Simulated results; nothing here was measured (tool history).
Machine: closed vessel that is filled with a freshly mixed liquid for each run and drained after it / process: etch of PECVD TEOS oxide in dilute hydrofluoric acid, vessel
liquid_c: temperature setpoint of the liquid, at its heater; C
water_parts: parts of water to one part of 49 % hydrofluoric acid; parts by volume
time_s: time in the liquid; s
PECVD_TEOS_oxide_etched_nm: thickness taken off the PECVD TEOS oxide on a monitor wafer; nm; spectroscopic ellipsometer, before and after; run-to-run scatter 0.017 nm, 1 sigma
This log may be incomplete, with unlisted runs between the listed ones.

run 1 hour=0 | liquid_c=24 water_parts=240 time_s=30 | PECVD_TEOS_oxide_etched_nm=2.6752
run 2 hour=4.4 | liquid_c=24 water_parts=170 time_s=30 | PECVD_TEOS_oxide_etched_nm=4.0212
run 3 hour=9.6 | liquid_c=24 water_parts=170 time_s=30 | PECVD_TEOS_oxide_etched_nm=4.0374
run 4 hour=18.7 | liquid_c=22.5 water_parts=175 time_s=30 | PECVD_TEOS_oxide_etched_nm=3.6201
run 5 hour=21.3 | liquid_c=21.5 water_parts=175 time_s=30 | PECVD_TEOS_oxide_etched_nm=3.539
run 6 hour=27 | liquid_c=20.5 water_parts=175 time_s=30 | PECVD_TEOS_oxide_etched_nm=3.4232
run 7 hour=31.8 | liquid_c=20 water_parts=175 time_s=30 | PECVD_TEOS_oxide_etched_nm=3.3453

Expected results for the next run?
run 8 hour=39.1 | liquid_c=19.5 water_parts=175 time_s=30 | PECVD_TEOS_oxide_etched_nm=?

PECVD_TEOS_oxide_etched_nm: 3.2783 nm
